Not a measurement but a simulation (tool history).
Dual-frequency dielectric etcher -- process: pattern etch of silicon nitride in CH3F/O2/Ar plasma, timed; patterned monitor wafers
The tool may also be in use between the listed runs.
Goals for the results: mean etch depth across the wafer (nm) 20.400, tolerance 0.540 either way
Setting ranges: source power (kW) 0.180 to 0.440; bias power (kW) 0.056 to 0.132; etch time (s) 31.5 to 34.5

| run | hour | source power (kW) | bias power (kW) | etch time (s) | mean etch depth across the wafer (nm) |
|---|---|---|---|---|---|
| 1 | 0.0 | 0.310 | 0.094 | 34.5 | 23.945 |
| 2 | 2.9 | 0.310 | 0.094 | 34.5 | 23.842 |
| 3 | 8.0 | 0.310 | 0.094 | 31.5 | 21.857 |
| 4 | 12.4 | 0.310 | 0.094 | 34.5 | 23.908 |
| 5 | 13.9 | 0.280 | 0.091 | 34.5 | 22.592 |
| 6 | 14.7 | 0.280 | 0.091 | 34.5 | 22.460 |
| 7 | 20.8 | 0.260 | 0.089 | 34.5 | 21.574 |
| 8 | 22.5 | 0.250 | 0.088 | 34.5 | 21.093 |

Of the 5 settings listed for the next run, only one would bring every result within its allowed miss of target. Which one?
| A | 24.2 | 0.300 | 0.091 | 31.5 | ? |
| B | 24.2 | 0.270 | 0.094 | 33.5 | ? |
| C | 24.2 | 0.290 | 0.084 | 33.0 | ? |
| D | 24.2 | 0.330 | 0.088 | 32.5 | ? |
| E | 24.2 | 0.250 | 0.096 | 32.5 | ? |

| move | mean etch depth across the wafer (nm) |
|---|---|
| A | 21.342 |
| B | 21.747 |
| C | 21.498 |
| D | 22.836 |
| E | 20.413 |
A: the biggest miss grows against the last run
B: the biggest miss grows against the last run
C: the biggest miss grows against the last run
D: the biggest miss grows against the last run
E: all results in spec
E is the move that brings every result within its allowed miss.
